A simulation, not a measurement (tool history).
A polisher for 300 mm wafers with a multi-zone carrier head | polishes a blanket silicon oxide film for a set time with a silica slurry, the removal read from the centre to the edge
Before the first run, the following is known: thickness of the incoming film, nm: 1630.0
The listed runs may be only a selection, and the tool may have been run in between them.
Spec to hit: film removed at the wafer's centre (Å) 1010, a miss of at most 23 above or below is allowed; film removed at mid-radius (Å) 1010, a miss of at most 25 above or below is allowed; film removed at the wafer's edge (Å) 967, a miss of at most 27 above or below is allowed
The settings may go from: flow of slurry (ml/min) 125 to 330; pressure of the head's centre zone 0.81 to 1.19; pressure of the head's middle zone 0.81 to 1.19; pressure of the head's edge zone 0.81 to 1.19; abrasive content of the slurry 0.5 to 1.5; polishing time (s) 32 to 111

| run | hour | flow of slurry (ml/min) | pressure of the head's centre zone | pressure of the head's middle zone | pressure of the head's edge zone | abrasive content of the slurry | polishing time (s) | film removed at the wafer's centre (Å) | film removed at mid-radius (Å) | film removed at the wafer's edge (Å) |
|---|---|---|---|---|---|---|---|---|---|---|
| 1 | 0 | 210 | 1 | 1 | 1 | 1 | 71 | 2076.6 | 2046.7 | 2091.3 |
| 2 | 5.7 | 210 | 1 | 1 | 1.08 | 1 | 71 | 2054.9 | 2080.9 | 2162.7 |
| 3 | 8.6 | 210 | 1 | 1 | 1.08 | 1 | 61 | 1771.6 | 1776 | 1862.6 |
| 4 | 9.1 | 210 | 1 | 1 | 1.06 | 0.95 | 59 | 1689.8 | 1677.7 | 1712.6 |
| 5 | 17.1 | 205 | 0.99 | 0.99 | 1.04 | 0.9 | 58 | 1567.6 | 1596.5 | 1626.6 |
| 6 | 21.7 | 205 | 0.99 | 0.99 | 1.12 | 0.9 | 58 | 1568.6 | 1576.7 | 1674.7 |
| 7 | 29.4 | 205 | 0.99 | 0.99 | 1.12 | 0.9 | 58 | 1566.4 | 1572.9 | 1668.7 |
| 8 | 30.1 | 205 | 0.99 | 0.98 | 1.09 | 0.85 | 57 | 1490.4 | 1469.5 | 1578.9 |
| 9 | 38.9 | 205 | 0.99 | 0.98 | 1.07 | 0.8 | 56 | 1414.4 | 1394.7 | 1459.6 |
| 10 | 41.2 | 205 | 0.98 | 0.98 | 1.05 | 0.75 | 55 | 1311.1 | 1307.2 | 1381 |
| 11 | 50.2 | 210 | 0.98 | 0.98 | 1.03 | 0.7 | 54 | 1218.8 | 1255 | 1272.7 |
| 12 | 54.8 | 215 | 0.98 | 0.97 | 1.01 | 0.7 | 54 | 1234.7 | 1229.4 | 1264.1 |

Exactly one of the 5 candidate moves below puts every result within its allowed miss. Which one?
| A | 59.4 | 215 | 1.06 | 0.88 | 1.02 | 0.8 | 60 | ? | ? | ? |
| B | 59.4 | 220 | 0.95 | 1.06 | 1.15 | 0.75 | 58 | ? | ? | ? |
| C | 59.4 | 220 | 1.03 | 0.97 | 0.95 | 0.7 | 40 | ? | ? | ? |
| D | 59.4 | 260 | 0.9 | 0.83 | 1.03 | 0.95 | 62 | ? | ? | ? |
| E | 59.4 | 230 | 0.98 | 0.98 | 0.84 | 0.6 | 49 | ? | ? | ? |

| move | film removed at the wafer's centre (Å) | film removed at mid-radius (Å) | film removed at the wafer's edge (Å) |
|---|---|---|---|
| A | 1630.8 | 1364.4 | 1561.1 |
| B | 1358.8 | 1482.5 | 1522.4 |
| C | 967.85 | 903.33 | 923.57 |
| D | 1628.1 | 1528.7 | 1831.2 |
| E | 1007.4 | 996.83 | 961.45 |
A: further off than the last run
B: further off than the last run
C: the result that was furthest off in the last run now lies on the other side of its target
D: further off than the last run
E: each result inside its tolerance
The right move is E.
